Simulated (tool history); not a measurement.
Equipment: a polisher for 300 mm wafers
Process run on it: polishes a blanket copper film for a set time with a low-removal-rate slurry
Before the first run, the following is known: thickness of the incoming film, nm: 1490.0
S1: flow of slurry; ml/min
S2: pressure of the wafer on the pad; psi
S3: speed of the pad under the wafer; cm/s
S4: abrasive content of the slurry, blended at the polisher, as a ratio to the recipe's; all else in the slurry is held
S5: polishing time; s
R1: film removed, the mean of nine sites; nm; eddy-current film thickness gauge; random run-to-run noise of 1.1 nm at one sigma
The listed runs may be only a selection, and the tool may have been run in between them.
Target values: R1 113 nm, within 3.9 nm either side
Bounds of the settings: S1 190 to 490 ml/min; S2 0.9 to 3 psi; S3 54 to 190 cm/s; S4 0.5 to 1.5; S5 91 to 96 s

run  hour   S1   S2   S3   S4  S5      R1
  1     0  315  1.9  122    1  91  215.13
  2   7.2  390  1.9  122    1  91  218.48
  3  13.9  390  1.9  122  1.1  91   226.4
  4  18.4  390  1.9  136  1.1  91   250.7
  5  21.5  355  1.9  136  1.1  91  245.68
  6  29.7  350  1.7  130  1.1  91  216.21
  7  35.9  350  1.5  122  1.1  91  185.32
  8  40.9  350  1.5  122  1.1  91  181.32
  9  43.7  350  1.4  118  1.1  91  170.44
 10  47.4  350  1.3  114  1.1  91  154.59
 11  50.1  350  1.2  112  1.1  91  147.19
 12  50.7  350  1.1  108  1.1  91  133.96
 13    56  350  1.1  106  1.1  91  128.96
 14  63.9  350    1  104  1.1  91  122.88
 15  70.4  350    1  104  1.1  91   121.1

5 next moves are on the table. One of them brings every result within its allowed miss. Which?
  A  76.9  315  1.3   80   1.2  96   ?
  B  76.9  275  1.2   84  1.35  94   ?
  C  76.9  405  1.1  100   1.1  94   ?
  D  76.9  320  0.9  106   1.1  91   ?
  E  76.9  255  1.1  100  0.95  96   ?

move      R1
   A  125.22
   B  121.49
   C  131.24
   D  114.66
   E  126.12
A: misses by more than the last run did
B: no nearer and no further than the last run
C: misses by more than the last run did
D: meets every target
E: misses by more than the last run did
Go with D: it meets all targets.
